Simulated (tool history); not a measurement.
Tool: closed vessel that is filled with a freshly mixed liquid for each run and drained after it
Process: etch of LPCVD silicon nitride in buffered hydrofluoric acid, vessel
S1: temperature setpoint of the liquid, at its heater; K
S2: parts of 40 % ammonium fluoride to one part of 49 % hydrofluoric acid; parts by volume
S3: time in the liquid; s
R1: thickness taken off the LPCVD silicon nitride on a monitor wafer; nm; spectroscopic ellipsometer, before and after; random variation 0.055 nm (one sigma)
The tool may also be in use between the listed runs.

run,hour,S1,S2,S3,R1
1,0,296.15,19,2925,20.94
2,1.6,295.65,19,2925,20.611
3,4.7,295.15,19,2925,19.841
4,11.4,294.65,19,2925,19.361
5,18.8,294.15,19,2925,18.824
6,21.5,294.15,22,2925,16.745

Run 7 comes next. What will it give?
7,23,293.65,22,2925,?

{"run 7": {"R1": 16.239}}
